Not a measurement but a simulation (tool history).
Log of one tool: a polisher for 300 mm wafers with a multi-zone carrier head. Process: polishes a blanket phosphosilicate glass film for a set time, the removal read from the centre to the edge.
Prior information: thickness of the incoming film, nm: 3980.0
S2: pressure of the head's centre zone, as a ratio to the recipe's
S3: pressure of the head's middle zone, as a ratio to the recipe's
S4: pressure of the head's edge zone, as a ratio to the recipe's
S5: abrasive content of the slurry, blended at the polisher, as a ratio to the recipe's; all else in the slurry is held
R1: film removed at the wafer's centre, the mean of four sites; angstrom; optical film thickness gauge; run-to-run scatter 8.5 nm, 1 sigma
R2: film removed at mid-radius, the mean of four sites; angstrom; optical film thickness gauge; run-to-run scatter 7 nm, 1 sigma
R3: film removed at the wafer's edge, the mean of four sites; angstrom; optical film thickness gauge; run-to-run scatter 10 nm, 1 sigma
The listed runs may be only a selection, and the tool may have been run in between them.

{"run": 1, "day": 0.0, "flow of slurry (ml/min)": 205, "S2": 1.0, "S3": 1.0, "S4": 1.0, "S5": 1.0, "polishing time (s)": 76, "R1": 7302.7, "R2": 7132.2, "R3": 7515.3}
{"run": 2, "day": 0.104, "flow of slurry (ml/min)": 220, "S2": 1.02, "S3": 1.04, "S4": 1.02, "S5": 1.1, "polishing time (s)": 76, "R1": 7955.4, "R2": 7872.6, "R3": 7920.7}
{"run": 3, "day": 0.421, "flow of slurry (ml/min)": 225, "S2": 1.03, "S3": 1.07, "S4": 1.05, "S5": 1.15, "polishing time (s)": 76, "R1": 8101.3, "R2": 8384.7, "R3": 8184.6}
{"run": 4, "day": 0.442, "flow of slurry (ml/min)": 225, "S2": 1.03, "S3": 1.12, "S4": 1.05, "S5": 1.15, "polishing time (s)": 76, "R1": 8093.9, "R2": 8572.0, "R3": 8314.3}
{"run": 5, "day": 0.588, "flow of slurry (ml/min)": 225, "S2": 1.03, "S3": 1.06, "S4": 1.05, "S5": 1.15, "polishing time (s)": 76, "R1": 8214.1, "R2": 8178.7, "R3": 8273.4}
{"run": 6, "day": 0.938, "flow of slurry (ml/min)": 225, "S2": 1.03, "S3": 1.06, "S4": 1.05, "S5": 1.15, "polishing time (s)": 58, "R1": 6221.4, "R2": 6276.8, "R3": 6336.8}

Forecast run 7:
{"run": 7, "day": 1.0, "flow of slurry (ml/min)": 225, "S2": 1.03, "S3": 1.06, "S4": 1.05, "S5": 1.15, "polishing time (s)": 58, "R1": "?", "R2": "?", "R3": "?"}

{"run 7": {"R1": 6227.1, "R2": 6318.0, "R3": 6319.6}}
